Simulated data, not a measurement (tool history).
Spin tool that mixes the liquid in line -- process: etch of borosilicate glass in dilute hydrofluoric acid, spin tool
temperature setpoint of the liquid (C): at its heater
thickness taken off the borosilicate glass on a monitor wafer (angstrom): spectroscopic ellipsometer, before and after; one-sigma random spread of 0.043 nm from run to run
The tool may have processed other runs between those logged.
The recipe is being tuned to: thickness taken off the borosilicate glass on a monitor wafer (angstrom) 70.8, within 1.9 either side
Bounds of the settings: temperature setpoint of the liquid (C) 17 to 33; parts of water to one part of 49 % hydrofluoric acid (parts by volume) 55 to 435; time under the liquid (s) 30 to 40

run	day	temperature setpoint of the liquid (C)	parts of water to one part of 49 % hydrofluoric acid (parts by volume)	time under the liquid (s)	thickness taken off the borosilicate glass on a monitor wafer (angstrom)
1	0	25	245	40	81.963
2	0.233	27.5	245	40	90.072
3	0.371	27.5	195	40	118.91
4	0.65	31	195	40	135.31
5	0.988	28.5	200	40	118.98
6	1.104	30.5	200	40	128.03
7	1.388	28	205	40	114.22
8	1.438	26	210	40	102.88
9	1.721	24.5	210	40	97.286
10	1.817	23	210	40	93.121
11	2.008	22	215	40	86.791
12	2.058	21	215	40	83.473
13	2.342	20	215	40	79.177
14	2.412	19.5	215	40	78.43

Below are 5 possible settings for the next run. Only one of them brings all results inside the allowed miss of their targets. Which is it?
A	2.483	22	255	40	?
B	2.483	20	210	40	?
C	2.483	23	225	35	?
D	2.483	19	215	40	?
E	2.483	21	235	40	?

move	thickness taken off the borosilicate glass on a monitor wafer (angstrom)
A	69.543
B	81.848
C	73.711
D	76.554
E	74.146
A: each result inside its tolerance
B: lands further from the targets than the last run did
C: closer than the last run, but not yet in spec
D: closer than the last run, but not yet in spec
E: closer than the last run, but not yet in spec
Correct choice: A, which meets every target
